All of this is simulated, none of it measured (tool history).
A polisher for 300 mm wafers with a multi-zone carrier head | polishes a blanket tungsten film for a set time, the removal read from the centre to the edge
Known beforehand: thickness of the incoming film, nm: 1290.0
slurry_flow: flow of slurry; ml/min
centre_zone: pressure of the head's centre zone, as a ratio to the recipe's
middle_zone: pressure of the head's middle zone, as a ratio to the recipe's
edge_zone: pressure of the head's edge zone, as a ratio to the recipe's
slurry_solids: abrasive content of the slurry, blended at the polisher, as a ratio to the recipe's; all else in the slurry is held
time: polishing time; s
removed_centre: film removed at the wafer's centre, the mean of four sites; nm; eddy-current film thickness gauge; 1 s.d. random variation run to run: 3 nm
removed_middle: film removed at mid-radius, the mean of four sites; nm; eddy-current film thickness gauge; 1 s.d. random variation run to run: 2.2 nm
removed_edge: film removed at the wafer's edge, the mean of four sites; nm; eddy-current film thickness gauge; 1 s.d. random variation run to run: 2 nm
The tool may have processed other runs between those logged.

| run | hour | slurry_flow | centre_zone | middle_zone | edge_zone | slurry_solids | time | removed_centre | removed_middle | removed_edge |
|---|---|---|---|---|---|---|---|---|---|---|
| 1 | 0 | 315 | 1 | 1 | 1 | 1 | 50 | 254.68 | 252.85 | 253.83 |
| 2 | 5 | 310 | 0.99 | 0.98 | 0.98 | 0.95 | 50 | 246.74 | 248.79 | 242.53 |
| 3 | 7.9 | 310 | 0.99 | 1.05 | 0.98 | 0.95 | 50 | 251.19 | 259.13 | 249.36 |
| 4 | 11.1 | 310 | 0.99 | 1.05 | 0.98 | 0.95 | 39 | 190.72 | 201.53 | 190.25 |
| 5 | 17.4 | 310 | 0.99 | 1.05 | 0.92 | 0.95 | 39 | 194.98 | 204.6 | 185.07 |
| 6 | 20.2 | 310 | 1.06 | 1.05 | 0.92 | 0.95 | 39 | 205.45 | 203.48 | 187.38 |
| 7 | 26 | 315 | 1.08 | 1.08 | 0.97 | 1 | 39 | 214.67 | 212.79 | 192.88 |

Expected results for the next run?
| 8 | 32 | 315 | 1.07 | 1.07 | 1.02 | 1.05 | 39 | ? | ? | ? |

{"run 8": {"removed_centre": 214.51, "removed_middle": 212.69, "removed_edge": 204}}

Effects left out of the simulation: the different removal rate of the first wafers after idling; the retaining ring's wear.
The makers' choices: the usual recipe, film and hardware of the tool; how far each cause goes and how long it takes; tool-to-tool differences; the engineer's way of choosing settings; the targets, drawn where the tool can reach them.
